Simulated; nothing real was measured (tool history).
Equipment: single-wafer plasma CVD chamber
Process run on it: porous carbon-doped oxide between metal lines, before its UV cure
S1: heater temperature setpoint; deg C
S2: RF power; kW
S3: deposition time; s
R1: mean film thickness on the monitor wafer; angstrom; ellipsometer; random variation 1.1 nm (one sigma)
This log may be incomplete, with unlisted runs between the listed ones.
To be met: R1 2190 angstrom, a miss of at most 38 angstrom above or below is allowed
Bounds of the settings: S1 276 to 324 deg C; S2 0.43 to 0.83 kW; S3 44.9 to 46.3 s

| run | hour | S1 | S2 | S3 | R1 |
|---|---|---|---|---|---|
| 1 | 0 | 300 | 0.63 | 44.9 | 2698 |
| 2 | 6 | 307 | 0.6 | 44.9 | 2515.2 |
| 3 | 9.8 | 307 | 0.6 | 44.9 | 2505.2 |
| 4 | 15.5 | 312 | 0.585 | 44.9 | 2429 |
| 5 | 18.7 | 312 | 0.585 | 44.9 | 2415.2 |
| 6 | 27.6 | 312 | 0.585 | 44.9 | 2397 |
| 7 | 28.3 | 315 | 0.575 | 44.9 | 2323.4 |
| 8 | 33.5 | 318 | 0.575 | 44.9 | 2303.4 |
| 9 | 34.6 | 320 | 0.57 | 44.9 | 2268.5 |

Which of these 4 next moves meets every target?
| A | 35.7 | 322 | 0.505 | 44.9 | ? |
| B | 35.7 | 322 | 0.555 | 44.9 | ? |
| C | 35.7 | 319 | 0.565 | 45.8 | ? |
| D | 35.7 | 324 | 0.515 | 44.9 | ? |

| move | R1 |
|---|---|
| A | 2084.3 |
| B | 2193.1 |
| C | 2296 |
| D | 2083.2 |
A: carries the result that was furthest off beyond its target, to the other side
B: in spec on every target
C: further off than the last run
D: carries the result that was furthest off beyond its target, to the other side
The move that meets every target is B.
